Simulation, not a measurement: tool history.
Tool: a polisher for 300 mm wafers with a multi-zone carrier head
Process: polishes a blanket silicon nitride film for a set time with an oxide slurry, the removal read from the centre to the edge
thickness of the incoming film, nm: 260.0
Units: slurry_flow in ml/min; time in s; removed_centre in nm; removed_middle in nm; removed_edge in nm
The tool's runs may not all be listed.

run,hour,slurry_flow,centre_zone,middle_zone,edge_zone,slurry_solids,time,removed_centre,removed_middle,removed_edge
1,0.0,135,1.00,1.00,1.00,1.00,61,49.887,49.370,50.292
2,1.4,130,1.01,0.97,0.97,0.90,58,44.296,42.583,44.017
3,7.7,125,1.03,0.95,0.94,0.85,57,43.745,39.550,41.077
4,8.5,125,1.03,0.95,0.98,0.85,57,43.440,39.911,42.195
# hour 11.2: worn pad replaced by a new one
5,11.2,125,1.03,0.95,0.98,0.70,57,43.179,40.578,43.386
6,14.1,120,1.03,0.93,0.95,0.70,55,42.120,37.753,40.036
7,17.7,115,1.02,0.91,0.93,0.70,53,39.221,35.392,38.696
8,24.4,125,1.12,0.88,0.83,0.50,36,23.884,19.086,19.811
9,25.8,130,1.13,0.89,0.88,0.50,36,24.264,19.226,20.454
10,26.4,165,1.19,0.99,0.98,0.75,36,35.513,29.251,29.554
11,30.4,155,1.19,0.98,0.98,0.75,36,35.296,28.750,29.811

Forecast run 12:
12,31.9,155,1.19,0.98,0.98,0.75,36,?,?,?

removed_centre: 34.947 nm
removed_middle: 28.552 nm
removed_edge: 28.835 nm
